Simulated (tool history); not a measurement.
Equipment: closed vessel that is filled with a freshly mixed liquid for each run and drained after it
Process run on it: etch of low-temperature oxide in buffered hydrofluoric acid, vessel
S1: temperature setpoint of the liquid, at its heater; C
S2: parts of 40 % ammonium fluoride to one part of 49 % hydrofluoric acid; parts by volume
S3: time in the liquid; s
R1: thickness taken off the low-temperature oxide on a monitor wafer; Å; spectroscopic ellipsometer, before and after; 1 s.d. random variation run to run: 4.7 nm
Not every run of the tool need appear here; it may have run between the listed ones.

run	hour	S1	S2	S3	R1
1	0	25	9.5	90	6516.1
2	2.3	28.5	9.5	90	7774.2
3	3.8	27	9.5	90	7221.5
4	9.8	25.5	9.5	90	6569.2
5	11	25.5	9.5	90	6674.1
6	19.1	25.5	9.5	95	7044
7	27	24.5	9.5	95	6672.8

Expected results for the next run?
8	27.9	20.5	9.5	95	?

Run 8 measured R1 5364.4 Å.

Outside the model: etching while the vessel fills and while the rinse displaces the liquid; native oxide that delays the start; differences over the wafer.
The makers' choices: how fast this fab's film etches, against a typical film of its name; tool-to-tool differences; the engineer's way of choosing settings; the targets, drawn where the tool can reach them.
